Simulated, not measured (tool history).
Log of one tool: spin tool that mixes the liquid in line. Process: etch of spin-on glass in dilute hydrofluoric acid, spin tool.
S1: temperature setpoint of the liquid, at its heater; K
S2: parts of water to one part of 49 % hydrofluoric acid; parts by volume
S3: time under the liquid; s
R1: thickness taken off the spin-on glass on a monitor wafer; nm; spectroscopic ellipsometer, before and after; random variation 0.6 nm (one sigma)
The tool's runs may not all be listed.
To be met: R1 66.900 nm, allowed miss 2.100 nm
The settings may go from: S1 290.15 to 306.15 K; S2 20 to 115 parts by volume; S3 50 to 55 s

| run | hour | S1 | S2 | S3 | R1 |
|---|---|---|---|---|---|
| 1 | 0.0 | 298.15 | 65 | 50 | 31.500 |
| 2 | 1.0 | 300.15 | 65 | 50 | 33.550 |
| 3 | 8.2 | 300.65 | 60 | 50 | 37.154 |
| 4 | 14.4 | 301.15 | 55 | 50 | 42.227 |
| 5 | 22.6 | 301.15 | 55 | 55 | 46.469 |
| 6 | 26.5 | 301.15 | 45 | 55 | 58.208 |
| 7 | 27.4 | 301.65 | 45 | 55 | 58.514 |
| 8 | 34.8 | 302.15 | 45 | 55 | 60.447 |
| 9 | 40.7 | 302.65 | 45 | 55 | 61.500 |
| 10 | 49.1 | 303.15 | 45 | 55 | 62.292 |

Which of these 4 next moves meets every target?
| A | 57.5 | 305.65 | 45 | 50 | ? |
| B | 57.5 | 305.15 | 45 | 50 | ? |
| C | 57.5 | 300.65 | 35 | 50 | ? |
| D | 57.5 | 303.15 | 45 | 50 | ? |

| move | R1 |
|---|---|
| A | 62.788 |
| B | 61.584 |
| C | 67.261 |
| D | 56.949 |
A: nearer than the last run, and not there yet
B: further off than the last run
C: meets every target
D: further off than the last run
Move C is the one to make.
